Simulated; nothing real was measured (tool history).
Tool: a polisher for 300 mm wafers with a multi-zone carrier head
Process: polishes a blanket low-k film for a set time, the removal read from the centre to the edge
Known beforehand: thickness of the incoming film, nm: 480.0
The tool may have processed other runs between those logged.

run  hour  flow of slurry (ml/min)  pressure of the head's centre zone  pressure of the head's middle zone  pressure of the head's edge zone  abrasive content of the slurry  polishing time (s)  film removed at the wafer's centre (nm)  film removed at mid-radius (nm)  film removed at the wafer's edge (nm)
  1     0                      270                                   1                                   1                                 1                               1                  89                                   35.755                           40.007                                  40.22
  2     6                      235                                   1                                   1                                 1                               1                  89                                   34.556                           39.054                                 38.811
  3  10.6                      235                                   1                                   1                                 1                               1                  99                                   39.289                           44.102                                 44.302
  4  16.4                      235                                1.06                                   1                                 1                               1                  99                                   42.268                           44.056                                 44.263
     23.5  -- centre zone pressure recalibrated
  5  23.5                      210                                1.06                                   1                                 1                               1                  99                                   45.317                           43.458                                 44.712
  6  24.3                      220                                1.09                                1.04                              1.01                             1.1                  99                                   49.687                           47.114                                 46.679
  7  28.6                      235                                 1.1                                1.07                              1.04                            1.15                  99                                   52.731                           48.871                                 48.906

Run 8 has not been measured yet. What should we expect?
  8  33.5                      245                                 1.1                                1.11                              1.05                             1.2                  99                                        ?                                ?                                      ?

{"run 8": {"film removed at the wafer's centre (nm)": 52.866, "film removed at mid-radius (nm)": 52.818, "film removed at the wafer's edge (nm)": 48.217}}
